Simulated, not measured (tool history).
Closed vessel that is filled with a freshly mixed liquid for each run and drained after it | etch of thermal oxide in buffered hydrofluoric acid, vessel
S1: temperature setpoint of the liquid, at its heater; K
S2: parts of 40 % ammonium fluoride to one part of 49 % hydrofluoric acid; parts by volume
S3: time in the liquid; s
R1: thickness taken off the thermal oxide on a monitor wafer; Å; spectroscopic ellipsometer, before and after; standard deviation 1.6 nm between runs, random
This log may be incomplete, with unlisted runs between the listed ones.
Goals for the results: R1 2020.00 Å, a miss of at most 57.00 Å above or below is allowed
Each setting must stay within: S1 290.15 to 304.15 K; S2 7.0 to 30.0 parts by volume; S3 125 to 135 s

{"run": 1, "hour": 0.0, "S1": 296.15, "S2": 20.0, "S3": 125, "R1": 738.99}
{"run": 2, "hour": 3.1, "S1": 296.15, "S2": 20.0, "S3": 125, "R1": 740.67}
{"run": 3, "hour": 9.5, "S1": 298.15, "S2": 20.0, "S3": 125, "R1": 810.53}
{"run": 4, "hour": 12.9, "S1": 300.15, "S2": 20.0, "S3": 125, "R1": 921.56}
{"run": 5, "hour": 21.4, "S1": 301.15, "S2": 16.5, "S3": 125, "R1": 1138.5}
{"run": 6, "hour": 22.1, "S1": 301.15, "S2": 16.5, "S3": 135, "R1": 1211.4}
{"run": 7, "hour": 27.0, "S1": 302.15, "S2": 14.0, "S3": 135, "R1": 1525.9}
{"run": 8, "hour": 33.5, "S1": 302.65, "S2": 13.0, "S3": 135, "R1": 1667.3}
{"hour": 41.7, "done": "hydrofluoric acid flow meter replaced"}
{"run": 9, "hour": 41.7, "S1": 303.15, "S2": 12.5, "S3": 135, "R1": 1935.5}

Which single option among these 4 for the next run brings every result within its allowed miss of target? Just one does.
{"run": "A", "hour": 49.9, "S1": 301.15, "S2": 11.0, "S3": 125, "R1": "?"}
{"run": "B", "hour": 49.9, "S1": 304.15, "S2": 14.0, "S3": 135, "R1": "?"}
{"run": "C", "hour": 49.9, "S1": 303.65, "S2": 11.5, "S3": 125, "R1": "?"}
{"run": "D", "hour": 49.9, "S1": 301.15, "S2": 11.5, "S3": 135, "R1": "?"}

move=A R1=1829.60
move=B R1=1828.60
move=C R1=1998.90
move=D R1=1892.10
A: lands further from the targets than the last run did
B: lands further from the targets than the last run did
C: meets every target
D: lands further from the targets than the last run did
So the answer is move C, the one that meets all the targets.
